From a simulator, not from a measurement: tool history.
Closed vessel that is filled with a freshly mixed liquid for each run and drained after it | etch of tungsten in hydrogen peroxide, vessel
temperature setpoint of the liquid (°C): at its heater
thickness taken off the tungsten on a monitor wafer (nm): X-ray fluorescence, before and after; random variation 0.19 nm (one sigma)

run,day,temperature setpoint of the liquid (°C),concentration of hydrogen peroxide in the mixed liquid (% by weight),time in the liquid (s),thickness taken off the tungsten on a monitor wafer (nm)
1,0.000,44.0,22.0,90,53.024
2,0.167,43.0,22.0,90,49.535
3,0.221,42.5,22.0,90,48.225
4,0.267,42.5,17.5,90,42.790
5,0.454,42.5,17.5,100,47.963
6,0.679,42.5,20.5,100,51.614
7,0.792,41.5,20.5,100,48.251
8,1.067,41.0,20.5,100,46.963
9,1.442,40.5,20.5,100,45.479

Run 10 comes next. What will it give?
10,1.500,40.0,20.5,100,?

thickness taken off the tungsten on a monitor wafer (nm): 43.934
